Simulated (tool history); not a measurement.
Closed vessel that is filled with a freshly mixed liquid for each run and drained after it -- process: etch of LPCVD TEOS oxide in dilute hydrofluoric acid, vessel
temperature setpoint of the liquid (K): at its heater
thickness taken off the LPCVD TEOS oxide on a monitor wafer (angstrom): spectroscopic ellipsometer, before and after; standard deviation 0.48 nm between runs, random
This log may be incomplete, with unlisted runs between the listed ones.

| run | hour | temperature setpoint of the liquid (K) | parts of water to one part of 49 % hydrofluoric acid (parts by volume) | time in the liquid (s) | thickness taken off the LPCVD TEOS oxide on a monitor wafer (angstrom) |
|---|---|---|---|---|---|
| 1 | 0 | 297.15 | 200 | 130 | 298.58 |
| 2 | 9.3 | 297.15 | 200 | 140 | 324.1 |
| 3 | 10.8 | 298.15 | 180 | 140 | 378.76 |
| 4 | 15.2 | 298.15 | 180 | 130 | 354.04 |
| 5 | 17.1 | 299.15 | 165 | 130 | 407.05 |
| 6 | 21 | 301.15 | 165 | 130 | 438.33 |
| 7 | 25.7 | 301.65 | 150 | 130 | 500.95 |
| 8 | 32 | 302.15 | 140 | 130 | 549.18 |
| 9 | 40.9 | 305.15 | 60 | 130 | 1589 |
| 10 | 42.8 | 304.15 | 60 | 130 | 1529.6 |
| 11 | 51.2 | 302.65 | 60 | 130 | 1439.2 |
| 12 | 55.1 | 301.15 | 60 | 130 | 1356.8 |

What will run 13 give?
| 13 | 62.8 | 299.65 | 60 | 130 | ? |

Run 13 produced thickness taken off the LPCVD TEOS oxide on a monitor wafer (angstrom) 1281.

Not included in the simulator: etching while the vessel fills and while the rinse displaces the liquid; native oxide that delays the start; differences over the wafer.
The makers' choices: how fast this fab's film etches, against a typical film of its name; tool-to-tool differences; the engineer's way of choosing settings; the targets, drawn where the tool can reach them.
